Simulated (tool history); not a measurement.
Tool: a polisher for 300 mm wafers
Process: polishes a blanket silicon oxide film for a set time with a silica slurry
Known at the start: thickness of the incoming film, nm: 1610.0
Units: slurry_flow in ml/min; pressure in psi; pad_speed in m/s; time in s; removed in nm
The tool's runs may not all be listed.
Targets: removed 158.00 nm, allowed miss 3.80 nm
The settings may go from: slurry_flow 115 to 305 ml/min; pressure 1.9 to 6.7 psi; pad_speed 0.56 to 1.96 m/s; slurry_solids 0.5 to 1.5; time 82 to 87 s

| run | day | slurry_flow | pressure | pad_speed | slurry_solids | time | removed |
|---|---|---|---|---|---|---|---|
| 1 | 0.000 | 195 | 4.3 | 1.26 | 1.0 | 82 | 314.61 |
| 2 | 0.138 | 195 | 4.3 | 1.26 | 1.0 | 87 | 334.85 |
| 3 | 0.467 | 190 | 4.0 | 1.22 | 1.0 | 87 | 301.60 |
| 4 | 0.642 | 190 | 3.1 | 1.22 | 1.0 | 87 | 236.70 |
| 5 | 0.979 | 190 | 3.1 | 1.22 | 1.0 | 82 | 222.35 |
| 6 | 1.088 | 185 | 2.9 | 1.22 | 1.0 | 82 | 207.64 |
| 7 | 1.458 | 180 | 2.8 | 1.22 | 1.0 | 82 | 199.84 |
| 8 | 1.571 | 175 | 2.7 | 1.22 | 1.0 | 82 | 191.99 |

4 next moves are on the table. One of them brings every result within its allowed miss. Which?
| A | 1.683 | 145 | 2.7 | 0.88 | 1.3 | 82 | ? |
| B | 1.683 | 205 | 2.3 | 1.06 | 1.0 | 82 | ? |
| C | 1.683 | 165 | 3.3 | 1.22 | 0.9 | 82 | ? |
| D | 1.683 | 185 | 2.7 | 1.18 | 0.7 | 82 | ? |

| move | removed |
|---|---|
| A | 155.06 |
| B | 149.71 |
| C | 219.71 |
| D | 163.75 |
A: meets every target
B: takes the result that was furthest off past its target
C: further off than the last run
D: nearer than the last run, and not there yet
Answer: A

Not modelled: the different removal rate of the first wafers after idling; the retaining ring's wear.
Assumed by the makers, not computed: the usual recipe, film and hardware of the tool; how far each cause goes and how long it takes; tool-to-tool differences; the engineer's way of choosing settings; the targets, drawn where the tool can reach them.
